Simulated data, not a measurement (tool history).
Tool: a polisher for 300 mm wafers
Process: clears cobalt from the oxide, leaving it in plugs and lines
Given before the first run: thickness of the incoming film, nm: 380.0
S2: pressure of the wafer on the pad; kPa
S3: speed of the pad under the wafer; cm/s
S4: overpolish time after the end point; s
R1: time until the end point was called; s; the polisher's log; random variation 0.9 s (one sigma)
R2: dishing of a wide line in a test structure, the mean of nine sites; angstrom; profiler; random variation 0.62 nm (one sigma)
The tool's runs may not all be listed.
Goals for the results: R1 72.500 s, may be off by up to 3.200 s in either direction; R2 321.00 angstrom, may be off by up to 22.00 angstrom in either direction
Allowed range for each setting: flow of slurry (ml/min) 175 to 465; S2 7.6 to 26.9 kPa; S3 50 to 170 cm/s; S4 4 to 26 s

{"run": 1, "hour": 0.0, "flow of slurry (ml/min)": 295, "S2": 17.2, "S3": 110, "S4": 13, "R1": 54.809, "R2": 338.55}
{"run": 2, "hour": 8.5, "flow of slurry (ml/min)": 355, "S2": 17.2, "S3": 110, "S4": 13, "R1": 55.458, "R2": 338.93}
{"run": 3, "hour": 14.5, "flow of slurry (ml/min)": 355, "S2": 15.9, "S3": 110, "S4": 13, "R1": 59.163, "R2": 329.3}
{"run": 4, "hour": 19.9, "flow of slurry (ml/min)": 325, "S2": 15.9, "S3": 110, "S4": 13, "R1": 59.223, "R2": 318.07}
{"run": 5, "hour": 28.0, "flow of slurry (ml/min)": 325, "S2": 15.9, "S3": 110, "S4": 11, "R1": 60.278, "R2": 307.36}
{"run": 6, "hour": 30.0, "flow of slurry (ml/min)": 325, "S2": 15.2, "S3": 110, "S4": 13, "R1": 62.105, "R2": 325.64}
{"run": 7, "hour": 33.9, "flow of slurry (ml/min)": 325, "S2": 14.5, "S3": 110, "S4": 13, "R1": 64.235, "R2": 320.56}
{"run": 8, "hour": 37.5, "flow of slurry (ml/min)": 325, "S2": 13.8, "S3": 110, "S4": 13, "R1": 66.815, "R2": 316.23}

Consider the 5 candidate settings below. Which is the only one whose results all fall within their allowed miss of target?
{"run": "A", "hour": 41.1, "flow of slurry (ml/min)": 400, "S2": 15.2, "S3": 92, "S4": 15, "R1": "?", "R2": "?"}
{"run": "B", "hour": 41.1, "flow of slurry (ml/min)": 310, "S2": 15.2, "S3": 114, "S4": 11, "R1": "?", "R2": "?"}
{"run": "C", "hour": 41.1, "flow of slurry (ml/min)": 390, "S2": 14.5, "S3": 108, "S4": 11, "R1": "?", "R2": "?"}
{"run": "D", "hour": 41.1, "flow of slurry (ml/min)": 295, "S2": 12.4, "S3": 128, "S4": 10, "R1": "?", "R2": "?"}
{"run": "E", "hour": 41.1, "flow of slurry (ml/min)": 280, "S2": 18.6, "S3": 94, "S4": 13, "R1": "?", "R2": "?"}

move=A R1=73.040 R2=317.36
move=B R1=60.391 R2=302.66
move=C R1=65.527 R2=292.64
move=D R1=65.697 R2=279.79
move=E R1=60.152 R2=322.37
A: each result inside its tolerance
B: moves away from the targets compared with the last run
C: moves away from the targets compared with the last run
D: moves away from the targets compared with the last run
E: moves away from the targets compared with the last run
The move that meets every target is A.
